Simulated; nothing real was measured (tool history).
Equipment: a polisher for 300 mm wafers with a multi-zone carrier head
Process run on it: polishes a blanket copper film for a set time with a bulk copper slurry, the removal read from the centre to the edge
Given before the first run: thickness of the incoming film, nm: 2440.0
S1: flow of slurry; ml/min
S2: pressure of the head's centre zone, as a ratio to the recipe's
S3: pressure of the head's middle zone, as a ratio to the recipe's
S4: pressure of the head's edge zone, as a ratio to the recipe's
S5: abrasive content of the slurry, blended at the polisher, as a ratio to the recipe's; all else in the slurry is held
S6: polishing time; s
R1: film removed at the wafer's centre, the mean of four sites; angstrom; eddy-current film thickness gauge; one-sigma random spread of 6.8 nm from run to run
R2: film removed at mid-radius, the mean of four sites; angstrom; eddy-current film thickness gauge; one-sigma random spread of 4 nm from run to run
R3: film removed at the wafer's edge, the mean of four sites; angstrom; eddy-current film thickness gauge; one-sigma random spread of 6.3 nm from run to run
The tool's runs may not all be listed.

run 1 hour=0.0 | S1=305 S2=1.00 S3=1.00 S4=1.00 S5=1.00 S6=53 | R1=7385.2 R2=7429.6 R3=7339.2
run 2 hour=3.1 | S1=305 S2=1.03 S3=1.00 S4=1.00 S5=1.00 S6=53 | R1=7675.0 R2=7353.0 R3=7421.2
run 3 hour=6.0 | S1=295 S2=0.99 S3=0.97 S4=1.00 S5=0.95 S6=53 | R1=7234.8 R2=7099.1 R3=7372.7
run 4 hour=8.8 | S1=290 S2=0.96 S3=0.95 S4=0.98 S5=0.90 S6=53 | R1=6995.7 R2=6945.5 R3=7261.9
run 5 hour=11.3 | S1=285 S2=0.93 S3=0.94 S4=0.97 S5=0.85 S6=53 | R1=6565.2 R2=6788.9 R3=7004.0
run 6 hour=19.8 | S1=280 S2=0.91 S3=0.93 S4=0.97 S5=0.85 S6=53 | R1=6333.6 R2=6668.1 R3=7193.9
run 7 hour=25.9 | S1=275 S2=0.90 S3=0.92 S4=0.96 S5=0.85 S6=53 | R1=6500.0 R2=6618.3 R3=6945.9

For run 8, what comes out?
run 8 hour=30.2 | S1=270 S2=0.88 S3=0.91 S4=0.96 S5=0.85 S6=53 | R1=? R2=? R3=?

R1: 6425.1 angstrom
R2: 6580.9 angstrom
R3: 6906.1 angstrom
